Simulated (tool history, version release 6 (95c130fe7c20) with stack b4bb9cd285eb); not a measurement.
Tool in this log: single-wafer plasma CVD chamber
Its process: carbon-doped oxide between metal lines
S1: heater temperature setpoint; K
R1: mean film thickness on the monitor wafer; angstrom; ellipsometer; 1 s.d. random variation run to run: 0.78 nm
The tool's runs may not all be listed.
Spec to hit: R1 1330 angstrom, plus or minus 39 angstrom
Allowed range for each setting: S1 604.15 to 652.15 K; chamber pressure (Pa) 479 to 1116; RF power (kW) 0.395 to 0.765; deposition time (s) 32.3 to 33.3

run 1 hour=0 | S1=628.15 chamber_pressure_(Pa)=797 RF_power_(kW)=0.58 deposition_time_(s)=32.3 | R1=1783.6
run 2 hour=5.9 | S1=618.15 chamber_pressure_(Pa)=797 RF_power_(kW)=0.58 deposition_time_(s)=32.3 | R1=1863.8
run 3 hour=12.2 | S1=618.15 chamber_pressure_(Pa)=797 RF_power_(kW)=0.535 deposition_time_(s)=32.3 | R1=1754.8
run 4 hour=18.9 | S1=623.15 chamber_pressure_(Pa)=764 RF_power_(kW)=0.5 deposition_time_(s)=32.3 | R1=1629.7
run 5 hour=20.7 | S1=630.15 chamber_pressure_(Pa)=764 RF_power_(kW)=0.5 deposition_time_(s)=32.3 | R1=1585.8
run 6 hour=23 | S1=630.15 chamber_pressure_(Pa)=764 RF_power_(kW)=0.46 deposition_time_(s)=32.3 | R1=1506.2
run 7 hour=30.5 | S1=632.15 chamber_pressure_(Pa)=744 RF_power_(kW)=0.445 deposition_time_(s)=32.3 | R1=1446.3
run 8 hour=39.3 | S1=634.15 chamber_pressure_(Pa)=724 RF_power_(kW)=0.44 deposition_time_(s)=32.3 | R1=1419.8
run 9 hour=46.3 | S1=636.15 chamber_pressure_(Pa)=708 RF_power_(kW)=0.435 deposition_time_(s)=32.3 | R1=1380.2
run 10 hour=50.6 | S1=637.15 chamber_pressure_(Pa)=700 RF_power_(kW)=0.435 deposition_time_(s)=32.3 | R1=1378.8

Of the 4 settings listed for the next run, only one would bring every result within its allowed miss of target. Which one?
run A hour=54.9 | S1=640.15 chamber_pressure_(Pa)=643 RF_power_(kW)=0.49 deposition_time_(s)=33.3 | R1=?
run B hour=54.9 | S1=638.15 chamber_pressure_(Pa)=647 RF_power_(kW)=0.455 deposition_time_(s)=33.3 | R1=?
run C hour=54.9 | S1=631.15 chamber_pressure_(Pa)=612 RF_power_(kW)=0.415 deposition_time_(s)=33.1 | R1=?
run D hour=54.9 | S1=633.15 chamber_pressure_(Pa)=665 RF_power_(kW)=0.43 deposition_time_(s)=33.3 | R1=?

move=A R1=1517.6
move=B R1=1444.4
move=C R1=1337.9
move=D R1=1405.2
A: moves away from the targets compared with the last run
B: moves away from the targets compared with the last run
C: meets every target
D: moves away from the targets compared with the last run
The move that meets every target is C.

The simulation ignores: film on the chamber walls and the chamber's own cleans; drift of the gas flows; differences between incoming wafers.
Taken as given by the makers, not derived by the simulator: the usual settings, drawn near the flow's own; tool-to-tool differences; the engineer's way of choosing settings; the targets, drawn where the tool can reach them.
